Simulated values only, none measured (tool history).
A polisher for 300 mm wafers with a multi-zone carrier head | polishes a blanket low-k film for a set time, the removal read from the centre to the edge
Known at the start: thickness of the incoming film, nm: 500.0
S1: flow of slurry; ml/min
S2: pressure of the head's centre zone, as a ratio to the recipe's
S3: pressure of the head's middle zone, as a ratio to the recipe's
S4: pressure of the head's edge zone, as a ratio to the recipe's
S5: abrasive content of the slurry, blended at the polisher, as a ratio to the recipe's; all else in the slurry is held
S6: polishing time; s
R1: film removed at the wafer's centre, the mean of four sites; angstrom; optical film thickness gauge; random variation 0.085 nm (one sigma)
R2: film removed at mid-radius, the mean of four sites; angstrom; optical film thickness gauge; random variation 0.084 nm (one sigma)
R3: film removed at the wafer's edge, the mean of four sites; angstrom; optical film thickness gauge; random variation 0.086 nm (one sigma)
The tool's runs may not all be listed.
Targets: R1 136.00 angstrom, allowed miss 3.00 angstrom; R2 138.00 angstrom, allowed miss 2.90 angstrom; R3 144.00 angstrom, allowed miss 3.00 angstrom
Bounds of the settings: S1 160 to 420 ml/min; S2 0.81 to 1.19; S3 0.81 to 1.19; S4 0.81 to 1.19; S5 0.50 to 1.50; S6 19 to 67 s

run	hour	S1	S2	S3	S4	S5	S6	R1	R2	R3
1	0.0	270	1.00	1.00	1.00	1.00	43	152.73	162.23	155.38
2	8.9	245	0.98	0.96	0.97	1.00	43	148.97	154.70	151.73
3	11.9	295	0.98	0.96	0.97	1.00	43	154.21	157.44	154.10
4	20.6	295	0.98	0.96	0.90	1.00	43	155.02	155.69	149.18
5	25.2	260	0.96	0.93	0.90	1.00	43	148.37	152.25	148.34
6	26.7	260	1.01	0.93	0.90	1.00	43	154.73	150.61	146.78
7	34.3	235	0.98	0.90	0.90	1.00	43	148.39	145.32	147.98
8	38.0	215	0.96	0.89	0.89	1.00	43	144.33	141.58	143.15
9	44.3	215	0.96	0.89	0.89	1.00	43	142.49	141.77	142.56
10	53.2	205	0.95	0.88	0.91	1.00	43	141.95	140.06	143.41
# hour 59.6: worn pad replaced by a new one
11	59.6	175	0.90	0.87	0.94	1.00	43	146.27	150.29	160.72
12	65.3	250	0.90	0.84	0.90	0.95	43	150.69	150.84	160.07
13	66.6	175	0.87	0.81	0.81	0.85	43	131.48	133.37	139.96
14	70.1	190	0.87	0.81	0.81	0.85	43	132.10	133.88	139.51

Which of these 5 next moves meets every target?
A	73.6	265	0.85	0.86	0.83	0.75	45	?	?	?
B	73.6	190	0.87	0.83	0.82	0.85	44	?	?	?
C	73.6	170	0.87	0.88	0.83	0.55	54	?	?	?
D	73.6	195	0.83	0.86	0.92	0.65	48	?	?	?
E	73.6	165	0.87	0.82	0.96	0.75	46	?	?	?

move	R1	R2	R3
A	135.36	143.96	145.66
B	136.22	138.47	145.35
C	129.38	138.29	139.81
D	124.54	136.07	145.89
E	129.65	130.91	150.30
A: brings the result that was furthest off to its target, and leaves another outside
B: meets every target
C: further off than the last run
D: brings the result that was furthest off to its target, and leaves another outside
E: takes the result that was furthest off past its target
The right move is B.
